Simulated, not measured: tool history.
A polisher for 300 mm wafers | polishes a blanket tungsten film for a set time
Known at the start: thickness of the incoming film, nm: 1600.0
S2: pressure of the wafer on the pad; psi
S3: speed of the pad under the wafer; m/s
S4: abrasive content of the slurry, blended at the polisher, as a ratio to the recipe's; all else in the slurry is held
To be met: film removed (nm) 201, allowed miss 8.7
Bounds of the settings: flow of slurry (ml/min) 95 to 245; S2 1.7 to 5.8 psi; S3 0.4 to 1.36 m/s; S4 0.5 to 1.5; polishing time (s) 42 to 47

{"run": 1, "hour": 0.0, "flow of slurry (ml/min)": 155, "S2": 3.7, "S3": 0.88, "S4": 1, "polishing time (s)": 47, "film removed (nm)": 155.79}
{"run": 2, "hour": 3.6, "flow of slurry (ml/min)": 155, "S2": 3.7, "S3": 0.88, "S4": 1, "polishing time (s)": 47, "film removed (nm)": 154.89}
{"run": 3, "hour": 7.8, "flow of slurry (ml/min)": 155, "S2": 4.4, "S3": 0.88, "S4": 1, "polishing time (s)": 47, "film removed (nm)": 185.29}
{"run": 4, "hour": 15.0, "flow of slurry (ml/min)": 155, "S2": 4.5, "S3": 0.88, "S4": 1, "polishing time (s)": 47, "film removed (nm)": 189.91}
{"run": 5, "hour": 15.8, "flow of slurry (ml/min)": 155, "S2": 4.5, "S3": 0.88, "S4": 0.8, "polishing time (s)": 47, "film removed (nm)": 179.35}
{"run": 6, "hour": 19.5, "flow of slurry (ml/min)": 160, "S2": 4.6, "S3": 0.88, "S4": 0.8, "polishing time (s)": 47, "film removed (nm)": 178.35}
{"run": 7, "hour": 20.9, "flow of slurry (ml/min)": 160, "S2": 4.6, "S3": 0.88, "S4": 0.8, "polishing time (s)": 47, "film removed (nm)": 178.51}
{"run": 8, "hour": 26.0, "flow of slurry (ml/min)": 160, "S2": 4.6, "S3": 0.88, "S4": 0.8, "polishing time (s)": 47, "film removed (nm)": 179.42}

5 next moves are on the table. One of them brings every result within its allowed miss. Which?
{"run": "A", "hour": 31.1, "flow of slurry (ml/min)": 170, "S2": 4.5, "S3": 0.86, "S4": 0.8, "polishing time (s)": 47, "film removed (nm)": "?"}
{"run": "B", "hour": 31.1, "flow of slurry (ml/min)": 140, "S2": 5.8, "S3": 0.82, "S4": 0.8, "polishing time (s)": 42, "film removed (nm)": "?"}
{"run": "C", "hour": 31.1, "flow of slurry (ml/min)": 145, "S2": 4.6, "S3": 0.94, "S4": 0.6, "polishing time (s)": 47, "film removed (nm)": "?"}
{"run": "D", "hour": 31.1, "flow of slurry (ml/min)": 160, "S2": 4.1, "S3": 0.9, "S4": 0.75, "polishing time (s)": 44, "film removed (nm)": "?"}
{"run": "E", "hour": 31.1, "flow of slurry (ml/min)": 155, "S2": 5.4, "S3": 0.78, "S4": 0.95, "polishing time (s)": 47, "film removed (nm)": "?"}

move=A film_removed_(nm)=170.51
move=B film_removed_(nm)=179.91
move=C film_removed_(nm)=164.4
move=D film_removed_(nm)=147.17
move=E film_removed_(nm)=193.99
A: further off than the last run
B: as far off as the last run
C: further off than the last run
D: further off than the last run
E: meets every target
Move E is the one to make.
